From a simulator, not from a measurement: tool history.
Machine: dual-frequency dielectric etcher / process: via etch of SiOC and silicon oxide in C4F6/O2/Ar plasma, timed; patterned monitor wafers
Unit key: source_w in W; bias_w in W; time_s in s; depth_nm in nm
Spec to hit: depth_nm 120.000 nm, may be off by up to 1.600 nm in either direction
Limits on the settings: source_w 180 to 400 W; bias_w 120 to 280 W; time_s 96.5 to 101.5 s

run,hour,source_w,bias_w,time_s,depth_nm
1,0.0,290,200,96.5,104.470
2,7.1,240,200,96.5,95.129
3,11.1,240,200,96.5,95.123
4,17.3,270,200,96.5,100.420
5,21.1,270,200,101.5,105.670
6,28.0,220,200,101.5,95.599
7,31.5,250,202,101.5,102.610
8,39.9,270,203,101.5,106.560
9,48.0,290,204,101.5,110.120
10,53.0,300,205,101.5,112.260
11,60.6,310,206,101.5,114.700
12,64.8,320,206,101.5,115.670
13,69.4,330,206,101.5,118.160

Below are 5 possible settings for the next run. Only one of them brings all results inside the allowed miss of their targets. Which is it?
A,74.0,350,199,97.5,?
B,74.0,340,198,101.5,?
C,74.0,330,211,99.0,?
D,74.0,340,213,101.0,?
E,74.0,360,200,97.0,?

move,depth_nm
A,114.070
B,116.940
C,115.800
D,120.260
E,115.200
A: the biggest miss grows against the last run
B: the biggest miss grows against the last run
C: the biggest miss grows against the last run
D: in spec on every target
E: the biggest miss grows against the last run
D is the move that brings every result within its allowed miss.

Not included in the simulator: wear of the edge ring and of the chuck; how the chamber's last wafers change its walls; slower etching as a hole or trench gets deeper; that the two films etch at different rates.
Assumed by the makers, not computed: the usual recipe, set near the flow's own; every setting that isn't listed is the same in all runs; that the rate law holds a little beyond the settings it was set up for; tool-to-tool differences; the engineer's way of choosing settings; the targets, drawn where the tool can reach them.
